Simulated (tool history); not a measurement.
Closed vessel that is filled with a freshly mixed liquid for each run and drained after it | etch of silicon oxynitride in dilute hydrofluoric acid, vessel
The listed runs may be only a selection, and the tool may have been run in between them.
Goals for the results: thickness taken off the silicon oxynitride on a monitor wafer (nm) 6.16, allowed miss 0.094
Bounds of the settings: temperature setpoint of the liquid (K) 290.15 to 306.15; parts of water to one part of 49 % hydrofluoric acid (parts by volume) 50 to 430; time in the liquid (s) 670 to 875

| run | hour | temperature setpoint of the liquid (K) | parts of water to one part of 49 % hydrofluoric acid (parts by volume) | time in the liquid (s) | thickness taken off the silicon oxynitride on a monitor wafer (nm) |
|---|---|---|---|---|---|
| 1 | 0 | 298.15 | 240 | 875 | 4.7153 |
| 2 | 3.5 | 299.15 | 240 | 875 | 4.9464 |
| 3 | 10.5 | 299.15 | 185 | 875 | 6.7225 |
| 4 | 14.1 | 299.15 | 155 | 875 | 8.1288 |
| 5 | 18.1 | 298.15 | 155 | 875 | 7.7661 |
| 6 | 19 | 297.15 | 155 | 875 | 7.4508 |
| 7 | 22.9 | 296.15 | 155 | 875 | 7.0762 |
| 8 | 27.5 | 295.65 | 155 | 875 | 6.9258 |
| 9 | 35.1 | 295.15 | 155 | 875 | 6.7711 |
| 10 | 43.1 | 294.65 | 155 | 875 | 6.5936 |
| 11 | 49.5 | 294.65 | 155 | 875 | 6.6055 |
| 12 | 51.9 | 292.65 | 155 | 875 | 6.0048 |
| 13 | 52.7 | 292.65 | 155 | 875 | 6.0179 |

Consider the 4 candidate settings below. Which is the only one whose results all fall within their allowed miss of target?
| A | 53.5 | 292.65 | 135 | 770 | ? |
| B | 53.5 | 290.65 | 135 | 875 | ? |
| C | 53.5 | 293.15 | 165 | 875 | ? |
| D | 53.5 | 290.15 | 110 | 670 | ? |

| move | thickness taken off the silicon oxynitride on a monitor wafer (nm) |
|---|---|
| A | 6.1776 |
| B | 6.3591 |
| C | 5.7726 |
| D | 5.9154 |
A: all results in spec
B: pushes the last run's worst result past its target
C: the biggest miss grows against the last run
D: the biggest miss grows against the last run
A meets every target.

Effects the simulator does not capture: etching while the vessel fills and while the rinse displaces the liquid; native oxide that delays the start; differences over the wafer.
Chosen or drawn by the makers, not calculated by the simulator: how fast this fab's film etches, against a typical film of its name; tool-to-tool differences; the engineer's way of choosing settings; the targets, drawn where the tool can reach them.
